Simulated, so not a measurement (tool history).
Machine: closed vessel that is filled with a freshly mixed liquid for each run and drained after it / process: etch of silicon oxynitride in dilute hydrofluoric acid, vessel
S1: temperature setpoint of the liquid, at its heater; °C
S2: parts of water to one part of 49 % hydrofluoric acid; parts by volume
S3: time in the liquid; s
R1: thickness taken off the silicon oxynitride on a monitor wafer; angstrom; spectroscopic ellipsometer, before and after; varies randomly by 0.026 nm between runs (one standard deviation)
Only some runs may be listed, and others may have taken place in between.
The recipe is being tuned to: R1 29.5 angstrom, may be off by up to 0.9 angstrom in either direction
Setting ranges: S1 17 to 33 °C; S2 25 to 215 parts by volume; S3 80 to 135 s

run	hour	S1	S2	S3	R1
1	0	25	120	135	21.378
2	8.2	25	145	135	17.189
3	13.3	27	145	135	18.628
4	19.6	27	180	135	14.645
5	26.1	24.5	180	135	13.006
6	33.2	24.5	180	80	7.8417
7	37	26.5	170	80	8.9374
8	41.1	26.5	145	80	10.653
9	45.3	26.5	145	80	10.703
10	52.9	26.5	120	85	13.96
11	57.6	26.5	100	90	18.58
12	64.5	30.5	80	90	27.797

4 candidate next runs follow, results not yet known. Just one meets every target within its allowed miss. Identify it.
A	71.4	29.5	75	80	?
B	71.4	33	115	105	?
C	71.4	27	95	135	?
D	71.4	30.5	85	90	?

move	R1
A	25.305
B	24.255
C	29.468
D	26.016
A: the biggest miss grows against the last run
B: the biggest miss grows against the last run
C: every result within its allowed miss
D: the biggest miss grows against the last run
So the answer is move C, the one that meets all the targets.

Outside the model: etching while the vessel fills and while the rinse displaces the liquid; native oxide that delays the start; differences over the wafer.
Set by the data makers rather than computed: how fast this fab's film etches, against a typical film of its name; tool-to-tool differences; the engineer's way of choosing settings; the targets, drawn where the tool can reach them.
